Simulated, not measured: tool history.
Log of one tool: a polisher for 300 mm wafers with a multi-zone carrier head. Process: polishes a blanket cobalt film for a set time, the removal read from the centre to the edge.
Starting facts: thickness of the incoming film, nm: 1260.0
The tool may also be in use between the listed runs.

run  hour  flow of slurry (ml/min)  pressure of the head's centre zone  pressure of the head's middle zone  pressure of the head's edge zone  polishing time (s)  film removed at the wafer's centre (nm)  film removed at mid-radius (nm)  film removed at the wafer's edge (nm)
  1   0.0                      225                                1.00                                1.00                              1.00                  36                                   279.14                           278.23                                 276.29
  2   2.9                      225                                1.00                                1.00                              1.00                  40                                   302.12                           312.64                                 312.31
  3   9.4                      225                                1.08                                1.00                              1.00                  40                                   333.58                           308.58                                 306.19
  4  18.0                      225                                1.08                                1.00                              1.00                  48                                   395.04                           372.82                                 372.55
  5  26.4                      225                                1.08                                1.03                              1.00                  48                                   393.28                           380.63                                 374.05
  6  29.7                      225                                1.08                                1.03                              0.94                  48                                   403.12                           375.66                                 355.15

Forecast run 7:
  7  34.2                      220                                1.09                                1.01                              0.94                  48                                        ?                                ?                                      ?

Run 7 produced film removed at the wafer's centre (nm) 400.43, film removed at mid-radius (nm) 374.34, film removed at the wafer's edge (nm) 354.67.

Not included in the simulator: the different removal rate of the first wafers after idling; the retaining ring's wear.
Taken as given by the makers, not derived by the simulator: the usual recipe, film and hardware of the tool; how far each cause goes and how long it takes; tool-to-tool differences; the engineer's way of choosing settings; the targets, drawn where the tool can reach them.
